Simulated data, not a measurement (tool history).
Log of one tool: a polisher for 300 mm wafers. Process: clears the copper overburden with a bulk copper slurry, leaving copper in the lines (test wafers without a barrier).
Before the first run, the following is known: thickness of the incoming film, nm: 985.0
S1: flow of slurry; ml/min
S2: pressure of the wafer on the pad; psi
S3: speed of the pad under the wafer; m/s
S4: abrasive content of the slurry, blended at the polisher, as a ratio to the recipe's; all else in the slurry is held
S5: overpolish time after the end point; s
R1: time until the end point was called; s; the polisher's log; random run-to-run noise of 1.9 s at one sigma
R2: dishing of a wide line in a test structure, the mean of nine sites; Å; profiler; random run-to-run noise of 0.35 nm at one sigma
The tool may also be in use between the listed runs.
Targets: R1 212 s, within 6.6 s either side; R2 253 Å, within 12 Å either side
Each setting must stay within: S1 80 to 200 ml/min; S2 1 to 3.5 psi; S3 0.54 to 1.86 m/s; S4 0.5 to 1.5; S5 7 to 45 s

{"run": 1, "hour": 0.0, "S1": 130, "S2": 2.2, "S3": 1.18, "S4": 1, "S5": 23, "R1": 115.96, "R2": 287.7}
{"run": 2, "hour": 8.2, "S1": 125, "S2": 1.8, "S3": 1.18, "S4": 1, "S5": 18, "R1": 142.33, "R2": 272.16}
{"run": 3, "hour": 16.2, "S1": 120, "S2": 1.6, "S3": 1.18, "S4": 1, "S5": 18, "R1": 163.23, "R2": 261.14}
{"run": 4, "hour": 23.1, "S1": 115, "S2": 1.5, "S3": 1.16, "S4": 1, "S5": 21, "R1": 176.27, "R2": 263.99}
{"run": 5, "hour": 26.4, "S1": 115, "S2": 1.5, "S3": 1.28, "S4": 1, "S5": 21, "R1": 160.95, "R2": 276.25}
{"run": 6, "hour": 32.5, "S1": 115, "S2": 1.8, "S3": 1.28, "S4": 1, "S5": 21, "R1": 134.66, "R2": 284.82}
{"run": 7, "hour": 35.5, "S1": 115, "S2": 1.6, "S3": 1.28, "S4": 1, "S5": 20, "R1": 151.54, "R2": 267.58}
{"hour": 37.6, "done": "slurry nozzle cleaned"}
{"run": 8, "hour": 37.6, "S1": 110, "S2": 1.4, "S3": 1.28, "S4": 1, "S5": 20, "R1": 165.35, "R2": 259.74}
{"run": 9, "hour": 42.4, "S1": 110, "S2": 1.3, "S3": 1.26, "S4": 1, "S5": 22, "R1": 181.08, "R2": 256.48}
{"run": 10, "hour": 49.0, "S1": 105, "S2": 1.2, "S3": 1.26, "S4": 1, "S5": 24, "R1": 200.22, "R2": 263.14}
{"run": 11, "hour": 52.4, "S1": 100, "S2": 1.2, "S3": 1.26, "S4": 1, "S5": 23, "R1": 200.25, "R2": 249.52}
{"run": 12, "hour": 54.3, "S1": 100, "S2": 1.2, "S3": 1.26, "S4": 1, "S5": 24, "R1": 202.81, "R2": 253.57}
{"run": 13, "hour": 57.5, "S1": 100, "S2": 1.2, "S3": 1.26, "S4": 1, "S5": 25, "R1": 199.94, "R2": 255.04}
{"run": 14, "hour": 59.4, "S1": 95, "S2": 1.2, "S3": 1.26, "S4": 1, "S5": 26, "R1": 205.18, "R2": 259.04}

5 next moves are on the table. One of them brings every result within its allowed miss. Which?
{"run": "A", "hour": 61.3, "S1": 110, "S2": 1.1, "S3": 1.46, "S4": 0.85, "S5": 31, "R1": "?", "R2": "?"}
{"run": "B", "hour": 61.3, "S1": 85, "S2": 1.4, "S3": 1.2, "S4": 0.95, "S5": 20, "R1": "?", "R2": "?"}
{"run": "C", "hour": 61.3, "S1": 95, "S2": 1.2, "S3": 1.2, "S4": 0.95, "S5": 23, "R1": "?", "R2": "?"}
{"run": "D", "hour": 61.3, "S1": 105, "S2": 1.2, "S3": 1.3, "S4": 0.95, "S5": 34, "R1": "?", "R2": "?"}
{"run": "E", "hour": 61.3, "S1": 90, "S2": 1.3, "S3": 1.24, "S4": 0.95, "S5": 17, "R1": "?", "R2": "?"}

move=A R1=190.63 R2=258.83
move=B R1=192.47 R2=255.48
move=C R1=215.58 R2=251.39
move=D R1=194.32 R2=263.45
move=E R1=196.67 R2=243.24
A: lands further from the targets than the last run did
B: lands further from the targets than the last run did
C: every result within its allowed miss
D: lands further from the targets than the last run did
E: lands further from the targets than the last run did
C meets every target.

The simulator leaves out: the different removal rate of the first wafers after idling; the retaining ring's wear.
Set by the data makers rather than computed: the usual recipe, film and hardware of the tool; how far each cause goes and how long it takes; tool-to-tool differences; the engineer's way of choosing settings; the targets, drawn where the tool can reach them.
